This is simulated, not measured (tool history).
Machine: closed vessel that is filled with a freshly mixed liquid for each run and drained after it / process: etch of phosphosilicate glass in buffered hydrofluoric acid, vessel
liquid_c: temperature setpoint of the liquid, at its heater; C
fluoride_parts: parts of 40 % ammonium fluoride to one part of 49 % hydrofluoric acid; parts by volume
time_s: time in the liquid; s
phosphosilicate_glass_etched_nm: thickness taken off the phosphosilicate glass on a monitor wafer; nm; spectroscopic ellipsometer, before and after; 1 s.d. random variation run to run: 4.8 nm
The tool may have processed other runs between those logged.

run,hour,liquid_c,fluoride_parts,time_s,phosphosilicate_glass_etched_nm
1,0.0,22.0,9.5,30,281.21
2,5.6,18.5,9.5,30,229.23
3,13.5,18.5,9.5,30,230.32
4,16.2,18.5,9.5,30,227.19
5,23.4,17.0,9.5,30,210.18
6,25.5,17.0,8.0,30,246.51

Run 7 is up next; what results do you expect?
7,29.1,20.0,8.0,30,?

phosphosilicate_glass_etched_nm: 293.02 nm
